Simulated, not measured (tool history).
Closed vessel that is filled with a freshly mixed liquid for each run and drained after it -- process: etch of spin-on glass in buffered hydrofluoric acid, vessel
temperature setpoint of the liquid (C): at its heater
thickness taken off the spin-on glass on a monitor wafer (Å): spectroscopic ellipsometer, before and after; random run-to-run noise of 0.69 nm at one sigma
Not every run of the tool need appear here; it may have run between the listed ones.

run	hour	temperature setpoint of the liquid (C)	parts of 40 % ammonium fluoride to one part of 49 % hydrofluoric acid (parts by volume)	time in the liquid (s)	thickness taken off the spin-on glass on a monitor wafer (Å)
1	0.0	25.0	12.5	85	1676.0
2	9.0	25.0	16.0	85	1317.9
3	15.9	26.5	16.0	85	1420.8
4	21.6	23.5	16.0	85	1208.9
5	26.5	23.5	16.0	85	1208.8
6	28.1	24.5	16.0	85	1276.4
7	30.6	25.5	15.5	85	1385.3
8	37.9	26.0	15.5	85	1431.3

What does the tool deliver on the next run?
9	44.5	26.5	15.5	85	?

Run 9 produced thickness taken off the spin-on glass on a monitor wafer (Å) 1469.9.

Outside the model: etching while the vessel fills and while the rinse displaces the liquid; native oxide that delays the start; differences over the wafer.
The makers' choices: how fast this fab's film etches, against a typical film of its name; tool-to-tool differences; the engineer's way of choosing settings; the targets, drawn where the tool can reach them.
